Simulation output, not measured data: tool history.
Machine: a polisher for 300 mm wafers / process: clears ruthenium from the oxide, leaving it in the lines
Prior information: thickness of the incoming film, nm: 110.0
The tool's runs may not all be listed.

run,hour,flow of slurry (ml/min),pressure of the wafer on the pad (psi),speed of the pad under the wafer (m/s),overpolish time after the end point (s),time until the end point was called (s)
1,0.0,215,2.7,1.24,44,66.612
2,8.3,215,3.0,1.24,44,61.351
3,12.0,215,3.6,1.24,44,48.981
4,19.6,215,3.2,1.24,44,57.510
5,25.7,190,3.2,1.24,44,56.707
6,30.8,190,3.0,1.22,44,62.208
7,35.6,190,2.8,1.20,44,65.325
8,39.0,190,2.6,1.16,44,71.378
9,45.1,190,2.4,1.12,44,80.413

For run 10, what comes out?
10,54.0,190,2.3,1.10,44,?

Run 10 gave time until the end point was called (s) 86.786.
